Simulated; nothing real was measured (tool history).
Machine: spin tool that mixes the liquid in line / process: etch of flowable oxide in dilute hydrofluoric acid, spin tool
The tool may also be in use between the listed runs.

run    day  temperature setpoint of the liquid (K)  parts of water to one part of 49 % hydrofluoric acid (parts by volume)  time under the liquid (s)  thickness taken off the flowable oxide on a monitor wafer (angstrom)
  1  0.000                                  297.15                                                                     130                        190                                                                627.74
  2  0.296                                  300.15                                                                     130                        190                                                                709.01
  3  0.508                                  300.15                                                                     130                        190                                                                703.91
  4  0.562                                  300.65                                                                     125                        190                                                                761.61
  5  0.621                                  297.65                                                                     125                        190                                                                669.51
  6  0.988                                  298.65                                                                     120                        190                                                                724.21
  7  1.038                                  299.15                                                                     115                        190                                                                784.91
  8  1.271                                  299.65                                                                     110                        190                                                                845.02
  9  1.317                                  300.15                                                                     105                        190                                                                904.77
 10  1.679                                  300.65                                                                     105                        190                                                                918.16
 11  1.762                                  301.15                                                                     105                        190                                                                934.78
 12  1.888                                  301.65                                                                     100                        190                                                               1001.90
 13  2.250                                  305.15                                                                      80                        190                                                               1472.90
 14  2.483                                  304.15                                                                      80                        190                                                               1418.60

Run 15 comes next. What will it give?
 15  2.846                                  303.65                                                                      80                        190                                                                     ?

thickness taken off the flowable oxide on a monitor wafer (angstrom): 1396.70
